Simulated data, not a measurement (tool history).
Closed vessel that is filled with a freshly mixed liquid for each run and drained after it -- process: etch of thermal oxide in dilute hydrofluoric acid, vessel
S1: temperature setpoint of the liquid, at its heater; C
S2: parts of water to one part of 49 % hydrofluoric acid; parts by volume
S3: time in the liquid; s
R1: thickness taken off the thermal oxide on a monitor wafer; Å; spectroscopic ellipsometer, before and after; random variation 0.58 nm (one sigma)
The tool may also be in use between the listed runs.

run	hour	S1	S2	S3	R1
1	0.0	25.0	145	2815	1029.00
2	9.4	25.0	170	2815	855.18
3	13.9	28.5	170	2815	978.44
4	22.8	26.0	170	2815	895.63
# hour 30.0: hydrofluoric acid flow meter replaced
5	30.0	23.5	170	2815	751.41
6	32.2	23.0	170	2815	735.05
7	34.2	22.5	170	2815	715.47

Expected results for the next run?
8	40.9	18.5	175	2815	?

Logged for run 8: R1 588.97 Å.
